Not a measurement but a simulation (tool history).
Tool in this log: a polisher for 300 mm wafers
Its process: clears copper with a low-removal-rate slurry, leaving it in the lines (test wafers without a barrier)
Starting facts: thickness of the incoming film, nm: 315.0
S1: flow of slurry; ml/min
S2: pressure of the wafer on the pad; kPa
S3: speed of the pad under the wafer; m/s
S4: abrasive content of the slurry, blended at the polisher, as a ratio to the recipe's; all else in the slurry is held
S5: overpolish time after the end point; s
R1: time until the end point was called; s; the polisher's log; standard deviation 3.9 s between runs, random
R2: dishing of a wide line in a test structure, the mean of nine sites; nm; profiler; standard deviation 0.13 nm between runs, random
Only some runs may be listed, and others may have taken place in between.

{"run": 1, "hour": 0.0, "S1": 300, "S2": 20.7, "S3": 0.94, "S4": 1.0, "S5": 20, "R1": 94.944, "R2": 40.302}
{"run": 2, "hour": 1.3, "S1": 295, "S2": 17.2, "S3": 0.8, "S4": 0.95, "S5": 16, "R1": 129.23, "R2": 24.887}
{"run": 3, "hour": 5.3, "S1": 295, "S2": 17.2, "S3": 0.8, "S4": 0.95, "S5": 8, "R1": 128.62, "R2": 12.588}
{"run": 4, "hour": 9.0, "S1": 295, "S2": 15.2, "S3": 0.8, "S4": 0.95, "S5": 8, "R1": 139.04, "R2": 11.779}
{"run": 5, "hour": 12.4, "S1": 295, "S2": 15.2, "S3": 0.8, "S4": 0.95, "S5": 6, "R1": 141.14, "R2": 8.7947}
{"run": 6, "hour": 17.6, "S1": 295, "S2": 11.7, "S3": 0.8, "S4": 0.95, "S5": 6, "R1": 169.24, "R2": 7.2984}
{"run": 7, "hour": 18.3, "S1": 290, "S2": 9.7, "S3": 0.62, "S4": 0.9, "S5": 10, "R1": 257.35, "R2": 8.1318}

What will run 8 give?
{"run": 8, "hour": 20.9, "S1": 290, "S2": 10.3, "S3": 0.64, "S4": 0.9, "S5": 9, "R1": "?", "R2": "?"}

{"run 8": {"R1": 235.85, "R2": 7.913}}
